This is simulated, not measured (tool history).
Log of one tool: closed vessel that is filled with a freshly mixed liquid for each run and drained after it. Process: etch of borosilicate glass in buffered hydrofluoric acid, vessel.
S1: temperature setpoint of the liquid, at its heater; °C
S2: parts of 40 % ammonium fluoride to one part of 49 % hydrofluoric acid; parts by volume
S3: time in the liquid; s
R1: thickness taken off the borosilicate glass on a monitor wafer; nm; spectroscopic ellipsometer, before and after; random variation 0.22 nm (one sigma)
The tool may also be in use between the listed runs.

run	hour	S1	S2	S3	R1
1	0.0	24.0	11.5	30	31.714
2	2.7	21.0	11.5	30	26.895
3	7.3	23.5	11.5	30	30.995
4	15.4	26.0	10.0	30	40.559
5	23.2	26.0	10.0	30	40.182
6	27.1	26.0	10.0	30	40.370
7	32.6	28.0	9.0	30	48.036
8	34.3	29.0	8.5	30	53.948
9	36.2	30.0	8.0	30	60.797
10	41.9	30.5	8.0	30	62.366
11	45.0	31.0	8.0	30	63.892
12	53.5	31.5	8.0	30	65.808

Run 13 comes next. What will it give?
13	60.0	32.0	7.5	30	?

{"run 13": {"R1": 72.186}}

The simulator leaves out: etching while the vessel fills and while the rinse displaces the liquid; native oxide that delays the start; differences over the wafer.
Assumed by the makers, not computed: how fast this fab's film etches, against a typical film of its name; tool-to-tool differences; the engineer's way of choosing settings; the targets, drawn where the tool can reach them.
